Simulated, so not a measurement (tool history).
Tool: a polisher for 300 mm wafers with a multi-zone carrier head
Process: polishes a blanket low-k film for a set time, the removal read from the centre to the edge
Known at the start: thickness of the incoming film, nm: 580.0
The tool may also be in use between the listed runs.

run  hour  flow of slurry (ml/min)  pressure of the head's centre zone  pressure of the head's middle zone  pressure of the head's edge zone  abrasive content of the slurry  polishing time (s)  film removed at the wafer's centre (angstrom)  film removed at mid-radius (angstrom)  film removed at the wafer's edge (angstrom)
  1     0                      185                                   1                                   1                                 1                               1                  33                                         97.665                                 95.278                                       95.758
  2   6.9                      185                                   1                                0.98                              1.03                            1.05                  34                                          101.3                                 95.836                                       102.29
  3  14.6                      190                                   1                                0.98                              1.05                             1.1                  35                                         105.76                                 101.93                                       108.05
  4  15.1                      190                                   1                                0.98                              1.02                             1.1                  35                                         106.31                                 102.82                                       107.53
  5  16.2                      190                                   1                                0.98                              1.02                             1.1                  40                                          119.5                                 118.36                                       122.99
     17.9  -- slurry nozzle cleaned
  6  17.9                      190                                   1                                0.98                              1.02                             1.1                  33                                         106.16                                 98.966                                       104.13
  7    25                      195                                0.99                                0.97                              1.03                            1.15                  33                                         106.33                                 101.63                                       106.01
  8  31.1                      195                                0.99                                0.95                              1.05                             1.2                  34                                         110.77                                 103.99                                       114.11
  9  38.4                      195                                0.99                                0.95                              1.05                             1.2                  34                                         111.59                                 103.97                                        113.2
 10    46                      200                                0.99                                0.94                              1.07                            1.25                  34                                         111.07                                 105.27                                       117.86
 11    49                      205                                   1                                0.93                              1.08                             1.3                  34                                         115.64                                 105.89                                       119.41

Run 12 comes next. What will it give?
 12  52.9                      210                                   1                                0.92                              1.09                            1.35                  35                                              ?                                      ?                                            ?

{"run 12": {"film removed at the wafer's centre (angstrom)": 121.36, "film removed at mid-radius (angstrom)": 110.8, "film removed at the wafer's edge (angstrom)": 124.12}}
